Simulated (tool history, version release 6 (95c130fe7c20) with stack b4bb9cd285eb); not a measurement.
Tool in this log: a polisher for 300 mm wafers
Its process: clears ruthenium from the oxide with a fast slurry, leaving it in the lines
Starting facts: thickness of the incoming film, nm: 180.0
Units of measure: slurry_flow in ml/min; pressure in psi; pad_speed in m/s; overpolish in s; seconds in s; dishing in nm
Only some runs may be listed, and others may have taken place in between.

run,hour,slurry_flow,pressure,pad_speed,slurry_solids,overpolish,seconds,dishing
1,0,200,2.2,0.98,1,30,51.316,69.508
2,4.1,200,2.1,0.98,1,29,53.705,64.876
3,6.4,200,1.6,0.98,1,29,66.133,56.038
4,12.5,200,2,0.98,1,29,56.336,63.297
5,16.1,200,1.9,0.98,1,29,56.951,63.154
6,24.9,200,1.9,0.98,1,41,58.519,79.803
7,29.1,200,1.8,0.98,1,39,59.55,73.614

Run 8 has not been measured yet. What should we expect?
8,31.3,200,1.7,0.98,1,37,?,?

{"run 8": {"seconds": 62.504, "dishing": 70.011}}
